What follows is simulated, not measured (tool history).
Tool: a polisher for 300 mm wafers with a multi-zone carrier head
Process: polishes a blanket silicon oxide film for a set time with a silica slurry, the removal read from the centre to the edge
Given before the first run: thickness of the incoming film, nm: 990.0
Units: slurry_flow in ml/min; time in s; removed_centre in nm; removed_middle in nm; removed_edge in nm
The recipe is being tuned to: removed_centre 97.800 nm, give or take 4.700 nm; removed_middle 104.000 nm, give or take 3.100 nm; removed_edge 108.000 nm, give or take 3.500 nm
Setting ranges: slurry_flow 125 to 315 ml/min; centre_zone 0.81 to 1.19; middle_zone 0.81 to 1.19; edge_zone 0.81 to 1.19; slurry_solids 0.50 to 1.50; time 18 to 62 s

run  hour  slurry_flow  centre_zone  middle_zone  edge_zone  slurry_solids  time  removed_centre  removed_middle  removed_edge
  1   0.0          205         1.00         1.00       1.00           1.00    40          93.837          97.641        92.654
  2   1.9          210         1.00         1.00       1.03           1.00    40          92.372          98.067        94.752
  3   6.4          215         1.01         1.00       1.05           1.00    40          93.719          98.614        97.446
  4  14.0          215         1.09         1.00       1.05           1.00    40         104.870          99.101        94.556
  5  21.1          215         1.09         1.00       1.05           0.85    40          95.530          91.830        89.991
  6  23.7          215         1.09         1.00       0.97           0.85    40          96.122          91.004        84.810
  7  26.2          220         1.08         1.00       1.01           0.85    40          92.108          91.419        87.106
  8  35.1          225         1.07         1.00       1.04           0.90    40          95.467          95.930        89.928
  9  38.2          215         1.06         1.01       1.06           0.95    40          98.981          97.083        92.976
 10  39.5          220         1.05         1.00       1.08           0.95    40          97.905          95.578        92.656
 11  44.2          210         1.03         1.00       1.08           1.00    40          98.220          98.313        95.408
 12  53.1          220         1.02         0.99       1.10           1.00    40          96.313          98.609        97.311
 13  60.4          225         1.01         0.98       1.11           1.00    40          96.275          97.669        98.540
 14  68.7          230         1.00         0.98       1.12           1.00    40          95.634          97.075        99.171
 15  77.1          235         0.99         0.98       1.13           1.00    40          97.158          99.056       101.060
 16  84.5          240         0.98         0.98       1.14           1.00    40          95.931          96.414       101.820

5 candidate next runs follow, results not yet known. Just one meets every target within its allowed miss. Identify it.
  A  91.9          230         1.06         1.06       1.12           1.00    39               ?               ?             ?
  B  91.9          260         0.95         0.96       1.14           0.95    44               ?               ?             ?
  C  91.9          255         1.06         1.02       1.12           1.10    37               ?               ?             ?
  D  91.9          250         0.91         1.02       1.10           0.90    45               ?               ?             ?
  E  91.9          295         0.87         0.84       1.18           0.85    46               ?               ?             ?

move  removed_centre  removed_middle  removed_edge
   A          98.425         100.840        97.687
   B          99.539         103.840       110.040
   C          98.843          97.907        97.727
   D          94.864         108.430       107.220
   E          92.225          93.411       112.360
A: moves away from the targets compared with the last run
B: meets every target
C: moves away from the targets compared with the last run
D: pushes the last run's worst result past its target
E: moves away from the targets compared with the last run
B is the move that brings every result within its allowed miss.
